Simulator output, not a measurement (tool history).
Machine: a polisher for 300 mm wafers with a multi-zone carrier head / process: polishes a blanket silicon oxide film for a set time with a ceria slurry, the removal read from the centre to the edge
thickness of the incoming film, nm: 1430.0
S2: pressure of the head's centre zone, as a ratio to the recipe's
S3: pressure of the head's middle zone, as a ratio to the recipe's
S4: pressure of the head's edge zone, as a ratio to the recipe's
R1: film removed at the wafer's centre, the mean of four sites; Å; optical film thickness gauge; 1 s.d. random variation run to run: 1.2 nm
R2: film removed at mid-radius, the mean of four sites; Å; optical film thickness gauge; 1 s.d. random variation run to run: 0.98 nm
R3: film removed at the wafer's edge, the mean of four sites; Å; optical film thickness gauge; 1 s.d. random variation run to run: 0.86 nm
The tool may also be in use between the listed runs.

{"run": 1, "hour": 0.0, "flow of slurry (ml/min)": 165, "S2": 1, "S3": 1, "S4": 1, "polishing time (s)": 54, "R1": 2822.6, "R2": 2629.8, "R3": 2572.1}
{"run": 2, "hour": 4.2, "flow of slurry (ml/min)": 165, "S2": 1, "S3": 1.04, "S4": 1, "polishing time (s)": 54, "R1": 2772.6, "R2": 2705.6, "R3": 2599.5}
{"run": 3, "hour": 11.7, "flow of slurry (ml/min)": 150, "S2": 0.97, "S3": 0.99, "S4": 0.99, "polishing time (s)": 48, "R1": 2390.6, "R2": 2282.7, "R3": 2268.2}
{"run": 4, "hour": 19.8, "flow of slurry (ml/min)": 140, "S2": 0.95, "S3": 0.96, "S4": 0.97, "polishing time (s)": 43, "R1": 2073.8, "R2": 1983.1, "R3": 2006.2}
{"hour": 28.6, "done": "centre zone pressure recalibrated"}
{"run": 5, "hour": 28.6, "flow of slurry (ml/min)": 135, "S2": 0.94, "S3": 0.93, "S4": 0.95, "polishing time (s)": 39, "R1": 1756.2, "R2": 1741, "R3": 1796.9}
{"run": 6, "hour": 36.1, "flow of slurry (ml/min)": 175, "S2": 0.94, "S3": 0.93, "S4": 0.95, "polishing time (s)": 39, "R1": 1801.7, "R2": 1783.5, "R3": 1855}
{"run": 7, "hour": 37.0, "flow of slurry (ml/min)": 165, "S2": 0.95, "S3": 0.91, "S4": 0.92, "polishing time (s)": 37, "R1": 1720.2, "R2": 1659.9, "R3": 1700.1}

For run 8, what comes out?
{"run": 8, "hour": 42.5, "flow of slurry (ml/min)": 115, "S2": 0.95, "S3": 0.81, "S4": 0.89, "polishing time (s)": 27, "R1": "?", "R2": "?", "R3": "?"}

R1: 1181.6 Å
R2: 1033.1 Å
R3: 1183.4 Å

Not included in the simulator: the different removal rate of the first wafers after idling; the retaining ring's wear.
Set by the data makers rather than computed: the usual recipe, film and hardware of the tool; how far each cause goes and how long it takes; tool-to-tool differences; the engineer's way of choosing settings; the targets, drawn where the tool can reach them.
